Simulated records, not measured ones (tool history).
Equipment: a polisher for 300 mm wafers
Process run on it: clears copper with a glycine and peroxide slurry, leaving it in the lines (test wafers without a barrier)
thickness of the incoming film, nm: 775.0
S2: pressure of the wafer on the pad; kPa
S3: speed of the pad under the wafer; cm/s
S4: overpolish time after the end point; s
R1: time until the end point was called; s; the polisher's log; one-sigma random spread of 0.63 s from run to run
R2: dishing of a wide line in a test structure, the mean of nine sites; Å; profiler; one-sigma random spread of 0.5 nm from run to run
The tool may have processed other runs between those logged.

{"run": 1, "hour": 0.0, "flow of slurry (ml/min)": 205, "S2": 22.8, "S3": 118, "S4": 9, "R1": 104.63, "R2": 448.08}
{"run": 2, "hour": 4.7, "flow of slurry (ml/min)": 205, "S2": 27.6, "S3": 118, "S4": 9, "R1": 89.025, "R2": 520.25}
{"run": 3, "hour": 13.0, "flow of slurry (ml/min)": 215, "S2": 29, "S3": 118, "S4": 7, "R1": 85.392, "R2": 432.67}
{"run": 4, "hour": 20.3, "flow of slurry (ml/min)": 215, "S2": 29, "S3": 134, "S4": 7, "R1": 78.308, "R2": 488.88}
{"run": 5, "hour": 27.8, "flow of slurry (ml/min)": 220, "S2": 29.6, "S3": 132, "S4": 6, "R1": 77.11, "R2": 426.05}
{"run": 6, "hour": 36.1, "flow of slurry (ml/min)": 170, "S2": 29.6, "S3": 132, "S4": 6, "R1": 78.345, "R2": 416.58}
{"run": 7, "hour": 42.7, "flow of slurry (ml/min)": 170, "S2": 29.6, "S3": 132, "S4": 6, "R1": 79.021, "R2": 415.04}

Run 8, settings as shown, results not yet in. Your forecast:
{"run": 8, "hour": 49.2, "flow of slurry (ml/min)": 170, "S2": 30.3, "S3": 132, "S4": 6, "R1": "?", "R2": "?"}

{"run 8": {"R1": 77.127, "R2": 425.63}}
